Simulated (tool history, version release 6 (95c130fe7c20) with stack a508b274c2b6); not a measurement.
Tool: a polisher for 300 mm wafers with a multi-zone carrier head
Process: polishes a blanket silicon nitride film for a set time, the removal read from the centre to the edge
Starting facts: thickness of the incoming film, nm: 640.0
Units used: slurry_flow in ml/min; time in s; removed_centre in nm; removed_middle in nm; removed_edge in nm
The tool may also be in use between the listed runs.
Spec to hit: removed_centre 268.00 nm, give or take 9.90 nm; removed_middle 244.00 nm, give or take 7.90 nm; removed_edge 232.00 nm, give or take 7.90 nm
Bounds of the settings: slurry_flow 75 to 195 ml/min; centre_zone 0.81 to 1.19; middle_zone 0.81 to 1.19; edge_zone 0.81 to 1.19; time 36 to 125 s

Run 1, hour 0.0: slurry_flow 125 ml/min, centre_zone 1.00, middle_zone 1.00, edge_zone 1.00, time 80 s. Result: removed_centre 162.81 nm, removed_middle 168.31 nm, removed_edge 169.25 nm.
Run 2, hour 8.1: slurry_flow 125 ml/min, centre_zone 1.06, middle_zone 1.00, edge_zone 1.00, time 80 s. Result: removed_centre 167.24 nm, removed_middle 170.93 nm, removed_edge 169.52 nm.
Run 3, hour 15.6: slurry_flow 135 ml/min, centre_zone 1.08, middle_zone 0.99, edge_zone 0.99, time 83 s. Result: removed_centre 180.57 nm, removed_middle 180.86 nm, removed_edge 173.95 nm.
Run 4, hour 24.2: slurry_flow 135 ml/min, centre_zone 1.08, middle_zone 1.03, edge_zone 0.99, time 83 s. Result: removed_centre 178.09 nm, removed_middle 182.61 nm, removed_edge 176.89 nm.
At hour 30.3: centre zone pressure recalibrated.
Run 5, hour 30.3: slurry_flow 135 ml/min, centre_zone 1.08, middle_zone 1.10, edge_zone 0.99, time 83 s. Result: removed_centre 188.82 nm, removed_middle 190.71 nm, removed_edge 179.30 nm.
Run 6, hour 37.2: slurry_flow 135 ml/min, centre_zone 1.08, middle_zone 1.10, edge_zone 0.94, time 83 s. Result: removed_centre 191.21 nm, removed_middle 190.31 nm, removed_edge 172.28 nm.
Run 7, hour 39.5: slurry_flow 140 ml/min, centre_zone 1.10, middle_zone 1.08, edge_zone 0.94, time 87 s. Result: removed_centre 207.20 nm, removed_middle 201.10 nm, removed_edge 179.62 nm.
Run 8, hour 42.0: slurry_flow 145 ml/min, centre_zone 1.11, middle_zone 1.06, edge_zone 0.96, time 90 s. Result: removed_centre 219.13 nm, removed_middle 202.03 nm, removed_edge 188.74 nm.

Which one of the following 5 next-run settings gets every result inside its allowed miss? There is exactly one.
Run A, hour 44.5: slurry_flow 120 ml/min, centre_zone 1.17, middle_zone 1.06, edge_zone 0.97, time 112 s. Result: removed_centre ?, removed_middle ?, removed_edge ?.
Run B, hour 44.5: slurry_flow 125 ml/min, centre_zone 1.04, middle_zone 1.10, edge_zone 1.06, time 107 s. Result: removed_centre ?, removed_middle ?, removed_edge ?.
Run C, hour 44.5: slurry_flow 105 ml/min, centre_zone 1.08, middle_zone 1.19, edge_zone 0.81, time 82 s. Result: removed_centre ?, removed_middle ?, removed_edge ?.
Run D, hour 44.5: slurry_flow 75 ml/min, centre_zone 0.85, middle_zone 1.19, edge_zone 1.10, time 109 s. Result: removed_centre ?, removed_middle ?, removed_edge ?.
Run E, hour 44.5: slurry_flow 195 ml/min, centre_zone 1.19, middle_zone 0.81, edge_zone 1.09, time 109 s. Result: removed_centre ?, removed_middle ?, removed_edge ?.

move  removed_centre  removed_middle  removed_edge
   A          263.47          244.13        231.45
   B          232.46          241.41        232.16
   C          174.05          186.20        152.39
   D          168.57          220.19        215.89
   E          288.93          221.36        255.59
A: every result lands within tolerance
B: corrects the largest miss of the last run, while another result sits out of spec
C: misses by more than the last run did
D: misses by more than the last run did
E: moves the result that the last run missed by most past its target, out the other side
A meets every target.

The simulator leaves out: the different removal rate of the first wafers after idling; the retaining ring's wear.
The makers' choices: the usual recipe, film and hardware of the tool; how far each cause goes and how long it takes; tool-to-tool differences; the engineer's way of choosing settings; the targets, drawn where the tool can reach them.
